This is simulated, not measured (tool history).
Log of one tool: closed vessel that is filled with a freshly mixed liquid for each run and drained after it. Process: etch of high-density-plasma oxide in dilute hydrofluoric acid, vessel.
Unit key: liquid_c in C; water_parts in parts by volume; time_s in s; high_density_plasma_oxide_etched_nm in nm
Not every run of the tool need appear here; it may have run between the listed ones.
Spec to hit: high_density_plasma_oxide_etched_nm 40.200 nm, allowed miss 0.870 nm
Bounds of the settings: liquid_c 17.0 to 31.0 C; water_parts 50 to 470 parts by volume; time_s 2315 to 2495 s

run  hour  liquid_c  water_parts  time_s  high_density_plasma_oxide_etched_nm
  1   0.0      23.0          260    2315                               48.448
  2   9.6      21.5          260    2315                               45.726
  3  17.5      20.5          260    2315                               43.994
  4  19.7      20.0          260    2315                               43.126
  5  25.4      20.0          335    2315                               31.463
  6  30.8      21.5          335    2315                               33.061
  7  37.7      23.0          335    2315                               34.877
  8  41.4      24.0          335    2315                               36.033
  9  49.3      25.0          335    2315                               37.310

Which single option among these 4 for the next run brings every result within its allowed miss of target? Just one does.
  A  57.2      24.0          340    2460                                    ?
  B  57.2      21.5          320    2495                                    ?
  C  57.2      26.5          340    2400                                    ?
  D  57.2      30.0          395    2495                                    ?

move  high_density_plasma_oxide_etched_nm
   A                               37.848
   B                               38.094
   C                               40.140
   D                               37.976
A: closes in on the targets versus the last run, not all within tolerance yet
B: closes in on the targets versus the last run, not all within tolerance yet
C: all results land within tolerance of their targets
D: closes in on the targets versus the last run, not all within tolerance yet
Correct choice: C, which meets every target

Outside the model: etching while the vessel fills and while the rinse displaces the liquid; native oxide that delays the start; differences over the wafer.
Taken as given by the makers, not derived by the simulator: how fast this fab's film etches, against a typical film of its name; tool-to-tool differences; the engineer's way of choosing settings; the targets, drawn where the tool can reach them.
